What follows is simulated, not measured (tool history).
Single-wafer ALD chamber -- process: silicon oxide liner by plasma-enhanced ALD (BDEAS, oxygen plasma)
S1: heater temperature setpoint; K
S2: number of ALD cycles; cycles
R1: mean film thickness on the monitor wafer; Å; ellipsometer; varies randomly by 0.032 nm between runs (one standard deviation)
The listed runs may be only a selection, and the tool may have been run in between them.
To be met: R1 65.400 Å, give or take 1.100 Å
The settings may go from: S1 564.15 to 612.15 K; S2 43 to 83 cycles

run    day      S1  S2      R1
  1  0.000  588.15  63  55.146
  2  0.188  587.15  66  58.357
  3  0.321  587.15  62  54.575
  4  0.379  581.15  62  55.018
  5  0.629  572.15  62  55.956
  6  0.800  571.15  65  58.267
  7  1.138  571.15  67  59.802
  8  1.288  571.15  69  61.911
  9  1.312  571.15  70  63.081
 10  1.517  571.15  71  63.554

Exercise: of the 4 proposed moves below, exactly one satisfies all targets within the stated allowed misses. Which move is it?
  A  1.721  564.15  67   ?
  B  1.721  567.15  68   ?
  C  1.721  573.15  76   ?
  D  1.721  574.15  73   ?

move      R1
   A  61.145
   B  61.472
   C  67.670
   D  64.919
A: the biggest miss grows against the last run
B: the biggest miss grows against the last run
C: the result that was furthest off in the last run now lies on the other side of its target
D: every result within its allowed miss
Move D is the one to make.

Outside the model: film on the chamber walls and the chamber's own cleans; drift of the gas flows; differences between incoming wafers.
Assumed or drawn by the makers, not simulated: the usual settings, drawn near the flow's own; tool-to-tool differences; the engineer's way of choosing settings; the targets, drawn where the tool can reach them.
